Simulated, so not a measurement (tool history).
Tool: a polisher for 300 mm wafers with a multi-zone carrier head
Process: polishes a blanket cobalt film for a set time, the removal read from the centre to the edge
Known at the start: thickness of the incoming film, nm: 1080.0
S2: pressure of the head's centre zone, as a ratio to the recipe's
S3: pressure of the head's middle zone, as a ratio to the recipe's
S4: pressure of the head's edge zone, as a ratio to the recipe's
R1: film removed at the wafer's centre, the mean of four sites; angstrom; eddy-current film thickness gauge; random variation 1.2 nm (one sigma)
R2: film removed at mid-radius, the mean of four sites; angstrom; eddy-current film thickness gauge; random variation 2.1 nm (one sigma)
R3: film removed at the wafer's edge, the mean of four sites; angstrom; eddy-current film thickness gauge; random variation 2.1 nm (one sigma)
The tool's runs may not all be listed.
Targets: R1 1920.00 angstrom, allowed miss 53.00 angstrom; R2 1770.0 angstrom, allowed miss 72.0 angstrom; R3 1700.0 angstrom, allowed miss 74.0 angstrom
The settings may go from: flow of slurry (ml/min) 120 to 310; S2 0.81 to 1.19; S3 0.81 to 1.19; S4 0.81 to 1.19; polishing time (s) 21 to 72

run 1 day=0.000 | flow_of_slurry_(ml/min)=200 S2=1.00 S3=1.00 S4=1.00 polishing_time_(s)=46 | R1=1291.20 R2=1285.5 R3=1264.4
run 2 day=0.129 | flow_of_slurry_(ml/min)=200 S2=0.92 S3=1.00 S4=1.00 polishing_time_(s)=46 | R1=1188.70 R2=1280.4 R3=1292.7
run 3 day=0.192 | flow_of_slurry_(ml/min)=200 S2=0.92 S3=1.00 S4=1.00 polishing_time_(s)=37 | R1=956.64 R2=1029.8 R3=1019.1
run 4 day=0.483 | flow_of_slurry_(ml/min)=230 S2=0.92 S3=1.00 S4=1.00 polishing_time_(s)=37 | R1=958.16 R2=1066.1 R3=1040.4
run 5 day=0.575 | flow_of_slurry_(ml/min)=230 S2=0.92 S3=1.00 S4=1.00 polishing_time_(s)=45 | R1=1173.30 R2=1294.2 R3=1285.6
run 6 day=0.858 | flow_of_slurry_(ml/min)=230 S2=0.97 S3=1.00 S4=1.00 polishing_time_(s)=45 | R1=1256.50 R2=1289.7 R3=1245.0
run 7 day=1.029 | flow_of_slurry_(ml/min)=225 S2=0.99 S3=1.01 S4=1.01 polishing_time_(s)=47 | R1=1329.80 R2=1347.6 R3=1321.8
run 8 day=1.317 | flow_of_slurry_(ml/min)=280 S2=1.09 S3=1.11 S4=1.09 polishing_time_(s)=55 | R1=1761.50 R2=1730.0 R3=1593.1
run 9 day=1.608 | flow_of_slurry_(ml/min)=280 S2=1.10 S3=1.11 S4=1.10 polishing_time_(s)=55 | R1=1772.60 R2=1725.4 R3=1596.5
run 10 day=1.800 | flow_of_slurry_(ml/min)=280 S2=1.11 S3=1.11 S4=1.11 polishing_time_(s)=55 | R1=1786.60 R2=1725.9 R3=1619.3
run 11 day=1.896 | flow_of_slurry_(ml/min)=280 S2=1.12 S3=1.11 S4=1.11 polishing_time_(s)=55 | R1=1803.40 R2=1733.7 R3=1659.7
run 12 day=1.979 | flow_of_slurry_(ml/min)=280 S2=1.13 S3=1.11 S4=1.11 polishing_time_(s)=55 | R1=1843.70 R2=1722.2 R3=1618.6
run 13 day=2.071 | flow_of_slurry_(ml/min)=280 S2=1.13 S3=1.11 S4=1.12 polishing_time_(s)=55 | R1=1825.20 R2=1739.8 R3=1646.0
run 14 day=2.354 | flow_of_slurry_(ml/min)=280 S2=1.14 S3=1.11 S4=1.12 polishing_time_(s)=55 | R1=1818.10 R2=1769.2 R3=1618.4
run 15 day=2.654 | flow_of_slurry_(ml/min)=285 S2=1.14 S3=1.10 S4=1.12 polishing_time_(s)=55 | R1=1840.60 R2=1715.3 R3=1634.7

Which of these 5 next moves meets every target?
run A day=2.954 | flow_of_slurry_(ml/min)=285 S2=1.19 S3=1.07 S4=1.09 polishing_time_(s)=58 | R1=? R2=? R3=?
run B day=2.954 | flow_of_slurry_(ml/min)=250 S2=1.11 S3=1.10 S4=1.14 polishing_time_(s)=55 | R1=? R2=? R3=?
run C day=2.954 | flow_of_slurry_(ml/min)=275 S2=1.16 S3=1.10 S4=1.10 polishing_time_(s)=57 | R1=? R2=? R3=?
run D day=2.954 | flow_of_slurry_(ml/min)=295 S2=1.08 S3=1.05 S4=1.11 polishing_time_(s)=64 | R1=? R2=? R3=?
run E day=2.954 | flow_of_slurry_(ml/min)=260 S2=1.04 S3=1.03 S4=1.19 polishing_time_(s)=56 | R1=? R2=? R3=?

move=A R1=2036.80 R2=1816.2 R3=1689.8
move=B R1=1777.60 R2=1743.2 R3=1617.8
move=C R1=1944.50 R2=1822.1 R3=1662.3
move=D R1=2044.90 R2=1979.2 R3=1883.7
move=E R1=1701.00 R2=1684.8 R3=1684.3
A: takes the result that was furthest off past its target
B: further off than the last run
C: meets every target
D: takes the result that was furthest off past its target
E: further off than the last run
Answer: C

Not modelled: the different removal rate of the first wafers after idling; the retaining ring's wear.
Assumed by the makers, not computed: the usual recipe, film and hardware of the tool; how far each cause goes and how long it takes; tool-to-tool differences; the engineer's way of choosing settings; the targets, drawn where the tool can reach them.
